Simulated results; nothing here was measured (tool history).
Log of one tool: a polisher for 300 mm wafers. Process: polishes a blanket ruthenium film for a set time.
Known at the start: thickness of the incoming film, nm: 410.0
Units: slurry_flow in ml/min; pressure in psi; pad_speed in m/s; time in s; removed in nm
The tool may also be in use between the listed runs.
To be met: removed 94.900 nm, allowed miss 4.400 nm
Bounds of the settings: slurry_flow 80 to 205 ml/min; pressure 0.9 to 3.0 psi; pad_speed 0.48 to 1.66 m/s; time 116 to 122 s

{"run": 1, "hour": 0.0, "slurry_flow": 135, "pressure": 1.9, "pad_speed": 1.06, "time": 116, "removed": 141.04}
{"run": 2, "hour": 4.4, "slurry_flow": 135, "pressure": 1.9, "pad_speed": 1.24, "time": 116, "removed": 167.39}
{"run": 3, "hour": 11.3, "slurry_flow": 135, "pressure": 1.9, "pad_speed": 1.24, "time": 122, "removed": 173.0}
{"run": 4, "hour": 13.8, "slurry_flow": 135, "pressure": 1.9, "pad_speed": 1.36, "time": 122, "removed": 194.18}
{"run": 5, "hour": 16.9, "slurry_flow": 135, "pressure": 1.9, "pad_speed": 1.36, "time": 116, "removed": 175.29}
{"run": 6, "hour": 19.3, "slurry_flow": 145, "pressure": 1.9, "pad_speed": 1.36, "time": 116, "removed": 183.07}
{"run": 7, "hour": 26.0, "slurry_flow": 140, "pressure": 1.6, "pad_speed": 1.32, "time": 116, "removed": 148.54}
{"run": 8, "hour": 28.1, "slurry_flow": 135, "pressure": 1.4, "pad_speed": 1.3, "time": 116, "removed": 126.24}
{"run": 9, "hour": 32.7, "slurry_flow": 130, "pressure": 1.3, "pad_speed": 1.3, "time": 116, "removed": 116.75}
{"run": 10, "hour": 35.1, "slurry_flow": 125, "pressure": 1.2, "pad_speed": 1.3, "time": 116, "removed": 108.22}
{"run": 11, "hour": 38.9, "slurry_flow": 120, "pressure": 1.2, "pad_speed": 1.3, "time": 116, "removed": 108.73}

5 next moves are on the table. One of them brings every result within its allowed miss. Which?
{"run": "A", "hour": 42.7, "slurry_flow": 145, "pressure": 1.5, "pad_speed": 1.24, "time": 118, "removed": "?"}
{"run": "B", "hour": 42.7, "slurry_flow": 140, "pressure": 1.4, "pad_speed": 1.3, "time": 122, "removed": "?"}
{"run": "C", "hour": 42.7, "slurry_flow": 150, "pressure": 1.0, "pad_speed": 1.3, "time": 116, "removed": "?"}
{"run": "D", "hour": 42.7, "slurry_flow": 125, "pressure": 1.3, "pad_speed": 1.3, "time": 118, "removed": "?"}
{"run": "E", "hour": 42.7, "slurry_flow": 140, "pressure": 1.4, "pad_speed": 1.22, "time": 122, "removed": "?"}

move=A removed=134.230
move=B removed=135.100
move=C removed=94.437
move=D removed=118.930
move=E removed=126.990
A: further off than the last run
B: further off than the last run
C: meets every target
D: further off than the last run
E: further off than the last run
Move C is the one to make.
